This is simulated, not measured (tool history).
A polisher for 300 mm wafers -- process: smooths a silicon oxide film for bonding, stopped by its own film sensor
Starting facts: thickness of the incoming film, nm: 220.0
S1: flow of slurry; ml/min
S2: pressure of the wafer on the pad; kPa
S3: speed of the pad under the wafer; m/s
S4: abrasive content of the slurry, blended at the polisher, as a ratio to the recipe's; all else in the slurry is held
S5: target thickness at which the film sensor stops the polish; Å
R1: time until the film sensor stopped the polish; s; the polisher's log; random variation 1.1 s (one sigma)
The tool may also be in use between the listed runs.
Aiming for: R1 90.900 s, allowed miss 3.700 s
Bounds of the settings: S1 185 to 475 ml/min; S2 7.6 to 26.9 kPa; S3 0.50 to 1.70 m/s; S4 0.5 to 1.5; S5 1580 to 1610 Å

Run 1, day 0.000: S1 305 ml/min, S2 17.2 kPa, S3 1.10 m/s, S4 1.0, S5 1610 Å. Result: R1 52.253 s.
Run 2, day 0.108: S1 305 ml/min, S2 17.2 kPa, S3 0.94 m/s, S4 1.0, S5 1610 Å. Result: R1 58.189 s.
Run 3, day 0.396: S1 305 ml/min, S2 17.2 kPa, S3 0.94 m/s, S4 1.0, S5 1610 Å. Result: R1 58.065 s.
Run 4, day 0.604: S1 305 ml/min, S2 17.2 kPa, S3 0.94 m/s, S4 0.8, S5 1610 Å. Result: R1 66.083 s.
Run 5, day 0.725: S1 305 ml/min, S2 17.2 kPa, S3 0.94 m/s, S4 0.8, S5 1610 Å. Result: R1 66.944 s.
Run 6, day 0.846: S1 250 ml/min, S2 17.2 kPa, S3 0.94 m/s, S4 0.8, S5 1610 Å. Result: R1 68.215 s.
Run 7, day 1.004: S1 250 ml/min, S2 16.5 kPa, S3 0.94 m/s, S4 0.8, S5 1610 Å. Result: R1 69.885 s.
Run 8, day 1.142: S1 250 ml/min, S2 15.9 kPa, S3 0.94 m/s, S4 0.8, S5 1610 Å. Result: R1 71.619 s.
Run 9, day 1.225: S1 250 ml/min, S2 15.2 kPa, S3 0.94 m/s, S4 0.8, S5 1610 Å. Result: R1 75.949 s.
Run 10, day 1.412: S1 250 ml/min, S2 14.5 kPa, S3 0.94 m/s, S4 0.8, S5 1610 Å. Result: R1 80.090 s.

Consider the 4 candidate settings below. Which is the only one whose results all fall within their allowed miss of target?
Run A, day 1.600: S1 255 ml/min, S2 15.9 kPa, S3 0.92 m/s, S4 0.8, S5 1610 Å. Result: R1 ?.
Run B, day 1.600: S1 255 ml/min, S2 17.2 kPa, S3 1.00 m/s, S4 0.7, S5 1610 Å. Result: R1 ?.
Run C, day 1.600: S1 390 ml/min, S2 11.7 kPa, S3 1.04 m/s, S4 1.0, S5 1610 Å. Result: R1 ?.
Run D, day 1.600: S1 260 ml/min, S2 15.2 kPa, S3 0.74 m/s, S4 0.8, S5 1610 Å. Result: R1 ?.

move      R1
   A  73.534
   B  70.116
   C  71.967
   D  90.565
A: the biggest miss grows against the last run
B: the biggest miss grows against the last run
C: the biggest miss grows against the last run
D: hits every target within its allowed miss
Correct choice: D, which meets every target
